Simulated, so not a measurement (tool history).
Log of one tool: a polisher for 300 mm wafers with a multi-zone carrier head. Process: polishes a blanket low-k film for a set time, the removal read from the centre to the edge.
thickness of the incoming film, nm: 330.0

| run | hour | flow of slurry (ml/min) | pressure of the head's centre zone | pressure of the head's middle zone | pressure of the head's edge zone | abrasive content of the slurry | polishing time (s) | film removed at the wafer's centre (nm) | film removed at mid-radius (nm) | film removed at the wafer's edge (nm) |
|---|---|---|---|---|---|---|---|---|---|---|
| 1 | 0 | 295 | 1 | 1 | 1 | 1 | 79 | 21.221 | 21.496 | 20.744 |
| 2 | 7.6 | 295 | 1 | 0.96 | 1 | 1 | 79 | 21.292 | 20.783 | 20.935 |
| 3 | 11.2 | 295 | 1 | 0.96 | 1.08 | 1 | 79 | 21.177 | 20.371 | 21.668 |
| 4 | 15.9 | 295 | 1 | 0.96 | 1.08 | 0.85 | 79 | 20.079 | 19.447 | 20.461 |
| 5 | 22.3 | 295 | 1.01 | 0.96 | 1.05 | 0.85 | 79 | 20.515 | 19.356 | 20.043 |
| 6 | 24.6 | 295 | 1.01 | 0.96 | 0.97 | 0.85 | 79 | 20.226 | 19.361 | 19.23 |
|  | 32.9 | slurry nozzle cleaned |
| 7 | 32.9 | 290 | 1.06 | 0.97 | 0.87 | 0.8 | 79 | 21.352 | 19.683 | 18.472 |
| 8 | 34.8 | 285 | 1.06 | 0.97 | 0.86 | 0.8 | 79 | 21.344 | 19.93 | 18.288 |
| 9 | 35.5 | 280 | 1.06 | 0.96 | 0.86 | 0.8 | 79 | 20.838 | 19.589 | 18.646 |

The next listed run, before its measurement:
| 10 | 36.3 | 285 | 1.06 | 0.96 | 0.86 | 0.8 | 79 | ? | ? | ? |

Run 10 gave film removed at the wafer's centre (nm) 20.911, film removed at mid-radius (nm) 19.994, film removed at the wafer's edge (nm) 18.222.
